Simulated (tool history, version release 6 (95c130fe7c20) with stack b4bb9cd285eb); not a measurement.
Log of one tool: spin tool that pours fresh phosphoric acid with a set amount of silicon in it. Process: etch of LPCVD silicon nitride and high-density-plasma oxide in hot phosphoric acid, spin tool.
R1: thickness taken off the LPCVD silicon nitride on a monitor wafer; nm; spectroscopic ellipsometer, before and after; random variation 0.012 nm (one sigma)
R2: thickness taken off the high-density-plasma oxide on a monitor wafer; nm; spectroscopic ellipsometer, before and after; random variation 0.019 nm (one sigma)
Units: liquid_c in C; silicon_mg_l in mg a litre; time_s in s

Run 1, hour 0: liquid_c 160 C, silicon_mg_l 13.5 mg a litre, time_s 45 s. Result: R1 4.5995 nm, R2 0.127 nm.
Run 2, hour 5.5: liquid_c 158.5 C, silicon_mg_l 13.5 mg a litre, time_s 45 s. Result: R1 4.4053 nm, R2 0.15122 nm.
Run 3, hour 13.4: liquid_c 158.5 C, silicon_mg_l 16.5 mg a litre, time_s 45 s. Result: R1 4.3927 nm, R2 0.049226 nm.
Run 4, hour 18.6: liquid_c 158.5 C, silicon_mg_l 20 mg a litre, time_s 45 s. Result: R1 4.3786 nm, R2 0.13344 nm.
Run 5, hour 20.2: liquid_c 157.5 C, silicon_mg_l 20 mg a litre, time_s 45 s. Result: R1 4.2092 nm, R2 0.0631 nm.
Run 6, hour 24.1: liquid_c 158 C, silicon_mg_l 19 mg a litre, time_s 35 s. Result: R1 3.3881 nm, R2 0.11472 nm.

Predict the results of run 7:
Run 7, hour 27.7: liquid_c 158 C, silicon_mg_l 19 mg a litre, time_s 35 s. Result: R1 ?, R2 ?.

R1: 3.3613 nm
R2: 0.069946 nm
